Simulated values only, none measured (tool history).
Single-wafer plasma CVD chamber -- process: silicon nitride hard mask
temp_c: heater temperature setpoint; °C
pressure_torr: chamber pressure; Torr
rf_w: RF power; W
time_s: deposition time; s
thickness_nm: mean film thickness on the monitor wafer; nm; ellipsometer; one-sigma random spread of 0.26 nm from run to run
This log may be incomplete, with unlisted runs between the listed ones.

Run 1, hour 0.0: temp_c 420 °C, pressure_torr 2.04 Torr, rf_w 290 W, time_s 42.0 s. Result: thickness_nm 46.950 nm.
Run 2, hour 3.3: temp_c 420 °C, pressure_torr 2.13 Torr, rf_w 295 W, time_s 42.0 s. Result: thickness_nm 48.618 nm.
Run 3, hour 4.2: temp_c 420 °C, pressure_torr 2.13 Torr, rf_w 295 W, time_s 42.0 s. Result: thickness_nm 48.307 nm.
Run 4, hour 8.2: temp_c 416 °C, pressure_torr 2.13 Torr, rf_w 295 W, time_s 42.0 s. Result: thickness_nm 47.934 nm.
Run 5, hour 14.8: temp_c 426 °C, pressure_torr 2.13 Torr, rf_w 295 W, time_s 42.0 s. Result: thickness_nm 47.854 nm.
Run 6, hour 22.7: temp_c 426 °C, pressure_torr 2.22 Torr, rf_w 300 W, time_s 42.0 s. Result: thickness_nm 48.993 nm.
Run 7, hour 29.4: temp_c 426 °C, pressure_torr 2.29 Torr, rf_w 305 W, time_s 42.0 s. Result: thickness_nm 50.490 nm.

Estimate the outcome of run 8 from the log above:
Run 8, hour 38.3: temp_c 426 °C, pressure_torr 2.35 Torr, rf_w 310 W, time_s 42.0 s. Result: thickness_nm ?.

Run 8 produced thickness_nm 51.677 nm.
